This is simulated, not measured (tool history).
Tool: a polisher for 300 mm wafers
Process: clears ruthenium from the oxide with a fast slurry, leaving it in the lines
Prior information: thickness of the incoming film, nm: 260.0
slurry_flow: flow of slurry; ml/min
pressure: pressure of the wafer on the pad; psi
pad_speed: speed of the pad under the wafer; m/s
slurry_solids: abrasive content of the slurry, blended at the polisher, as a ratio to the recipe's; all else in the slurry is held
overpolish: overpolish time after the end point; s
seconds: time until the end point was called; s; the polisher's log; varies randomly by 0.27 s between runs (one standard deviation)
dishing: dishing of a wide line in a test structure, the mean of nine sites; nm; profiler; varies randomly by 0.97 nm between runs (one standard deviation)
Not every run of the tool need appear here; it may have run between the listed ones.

run	hour	slurry_flow	pressure	pad_speed	slurry_solids	overpolish	seconds	dishing
1	0.0	155	3.5	1.28	1.00	22	46.636	86.803
2	6.5	190	3.5	1.28	1.00	22	45.188	91.755
3	12.2	170	3.5	1.28	1.00	22	45.282	88.842
4	17.9	170	3.5	1.08	1.00	22	54.329	79.986
5	20.5	155	3.9	1.14	0.95	19	48.061	78.708
6	24.6	130	3.9	1.14	0.95	19	49.714	75.776
7	30.8	95	4.9	1.28	0.95	9	36.912	52.484
8	33.4	110	5.0	1.28	0.95	9	35.649	54.665
9	39.8	120	5.1	1.28	0.95	9	35.198	53.729
10	41.9	120	5.2	1.30	0.95	9	33.449	56.814
11	46.3	120	5.2	1.30	0.95	9	34.144	56.646
12	52.2	120	5.2	1.32	0.95	9	33.846	55.037

Run 13, settings as shown, results not yet in. Your forecast:
13	57.1	120	5.2	1.34	0.95	9	?	?

Logged for run 13: seconds 33.276 s, dishing 58.791 nm.
